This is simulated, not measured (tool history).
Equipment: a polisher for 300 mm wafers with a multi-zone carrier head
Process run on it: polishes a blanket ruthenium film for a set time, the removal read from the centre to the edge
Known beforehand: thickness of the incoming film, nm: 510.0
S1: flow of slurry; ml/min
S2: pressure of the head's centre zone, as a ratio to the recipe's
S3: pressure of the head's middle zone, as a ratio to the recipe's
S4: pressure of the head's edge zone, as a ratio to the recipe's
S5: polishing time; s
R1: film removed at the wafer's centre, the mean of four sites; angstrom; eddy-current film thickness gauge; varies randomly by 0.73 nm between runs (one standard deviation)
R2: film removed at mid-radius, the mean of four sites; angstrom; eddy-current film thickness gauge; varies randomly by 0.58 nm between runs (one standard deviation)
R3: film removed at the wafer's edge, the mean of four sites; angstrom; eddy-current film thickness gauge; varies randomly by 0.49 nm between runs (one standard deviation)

run 1 hour=0 | S1=300 S2=1 S3=1 S4=1 S5=32 | R1=348.51 R2=353.73 R3=348.5
run 2 hour=8 | S1=305 S2=1.02 S3=1.02 S4=1.02 S5=34 | R1=373.12 R2=383.81 R3=374.29
run 3 hour=8.6 | S1=305 S2=1.02 S3=1.02 S4=1.02 S5=42 | R1=470.79 R2=476.18 R3=459.58
run 4 hour=15.4 | S1=310 S2=1.03 S3=1.04 S4=1.03 S5=42 | R1=472.2 R2=478.23 R3=463.82
run 5 hour=20 | S1=240 S2=1.03 S3=1.04 S4=1.03 S5=42 | R1=450.73 R2=472.54 R3=460.71
run 6 hour=25 | S1=250 S2=1.04 S3=1.06 S4=1.03 S5=42 | R1=459.7 R2=485.91 R3=456.7
run 7 hour=32.7 | S1=255 S2=1.05 S3=1.07 S4=1.04 S5=42 | R1=466.46 R2=474.02 R3=460.6
-- hour=34.2 slurry nozzle cleaned
run 8 hour=34.2 | S1=255 S2=1.05 S3=1.07 S4=1.04 S5=42 | R1=480.78 R2=503.87 R3=468.86
run 9 hour=41.3 | S1=260 S2=1.06 S3=1.08 S4=1.05 S5=42 | R1=499.86 R2=500.21 R3=473.32
run 10 hour=44.3 | S1=265 S2=1.06 S3=1.09 S4=1.06 S5=42 | R1=500.75 R2=515.55 R3=476.24

Predict the results of run 11:
run 11 hour=49 | S1=270 S2=1.06 S3=1.09 S4=1.07 S5=42 | R1=? R2=? R3=?

R1: 492.78 angstrom
R2: 514.52 angstrom
R3: 481.13 angstrom
